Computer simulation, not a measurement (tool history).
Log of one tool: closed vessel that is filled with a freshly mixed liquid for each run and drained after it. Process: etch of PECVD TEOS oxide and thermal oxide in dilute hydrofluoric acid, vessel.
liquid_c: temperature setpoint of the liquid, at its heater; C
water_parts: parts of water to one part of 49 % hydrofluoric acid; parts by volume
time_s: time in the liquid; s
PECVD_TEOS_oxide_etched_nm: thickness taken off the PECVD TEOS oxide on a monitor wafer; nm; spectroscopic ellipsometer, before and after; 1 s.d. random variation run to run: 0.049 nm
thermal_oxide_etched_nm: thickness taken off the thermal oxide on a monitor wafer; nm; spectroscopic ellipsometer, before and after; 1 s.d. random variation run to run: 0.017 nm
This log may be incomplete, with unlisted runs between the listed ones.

run	hour	liquid_c	water_parts	time_s	PECVD_TEOS_oxide_etched_nm	thermal_oxide_etched_nm
1	0.0	26.0	275	165	9.6428	2.2858
2	1.9	26.0	275	200	11.7150	2.8224
3	3.6	23.0	275	200	10.6420	2.4858
4	4.3	23.0	370	200	7.0925	1.7043
5	13.1	25.0	370	200	7.6663	1.8714
6	21.4	23.5	370	200	7.3179	1.7452

Run 7 comes next. What will it give?
7	28.3	23.0	375	200	?	?

PECVD_TEOS_oxide_etched_nm: 7.0292 nm
thermal_oxide_etched_nm: 1.6327 nm

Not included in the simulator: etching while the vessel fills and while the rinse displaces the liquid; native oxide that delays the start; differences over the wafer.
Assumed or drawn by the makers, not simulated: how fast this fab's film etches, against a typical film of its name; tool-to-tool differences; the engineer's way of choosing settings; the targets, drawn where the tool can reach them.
